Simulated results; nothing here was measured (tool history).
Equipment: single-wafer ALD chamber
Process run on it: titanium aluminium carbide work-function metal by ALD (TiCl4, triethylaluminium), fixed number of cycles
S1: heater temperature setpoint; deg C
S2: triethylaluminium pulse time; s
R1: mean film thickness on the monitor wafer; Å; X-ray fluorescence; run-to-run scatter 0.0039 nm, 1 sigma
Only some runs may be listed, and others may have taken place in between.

Run 1, hour 0: S1 315 deg C, S2 8.36 s. Result: R1 21.574 Å.
Run 2, hour 8: S1 315 deg C, S2 7.53 s. Result: R1 21.136 Å.
Run 3, hour 9.2: S1 311 deg C, S2 6.77 s. Result: R1 20.236 Å.
Run 4, hour 10.3: S1 311 deg C, S2 5.68 s. Result: R1 19.167 Å.
Run 5, hour 16.3: S1 308 deg C, S2 5.51 s. Result: R1 18.564 Å.
Run 6, hour 20: S1 308 deg C, S2 6.67 s. Result: R1 19.804 Å.
Run 7, hour 24.6: S1 308 deg C, S2 6.67 s. Result: R1 19.899 Å.
Run 8, hour 30.4: S1 307 deg C, S2 6.19 s. Result: R1 19.316 Å.
Run 9, hour 34.8: S1 295 deg C, S2 4.24 s. Result: R1 15.5 Å.
Run 10, hour 40.3: S1 297 deg C, S2 4.27 s. Result: R1 15.734 Å.
Run 11, hour 44.6: S1 298 deg C, S2 4.29 s. Result: R1 15.779 Å.
Run 12, hour 51.3: S1 299 deg C, S2 4.31 s. Result: R1 15.972 Å.
Run 13, hour 57: S1 299 deg C, S2 4.31 s. Result: R1 15.969 Å.
Run 14, hour 65.3: S1 300 deg C, S2 4.33 s. Result: R1 15.972 Å.
Run 15, hour 71.6: S1 301 deg C, S2 4.35 s. Result: R1 16.255 Å.
Run 16, hour 79.7: S1 302 deg C, S2 4.37 s. Result: R1 16.344 Å.
Run 17, hour 83: S1 303 deg C, S2 4.39 s. Result: R1 16.477 Å.
Run 18, hour 91.7: S1 304 deg C, S2 4.4 s. Result: R1 16.547 Å.
Run 19, hour 99.9: S1 305 deg C, S2 4.42 s. Result: R1 16.651 Å.

Estimate the outcome of run 20 from the log above:
Run 20, hour 103.2: S1 306 deg C, S2 4.43 s. Result: R1 ?.

Run 20 yielded R1 16.753 Å.

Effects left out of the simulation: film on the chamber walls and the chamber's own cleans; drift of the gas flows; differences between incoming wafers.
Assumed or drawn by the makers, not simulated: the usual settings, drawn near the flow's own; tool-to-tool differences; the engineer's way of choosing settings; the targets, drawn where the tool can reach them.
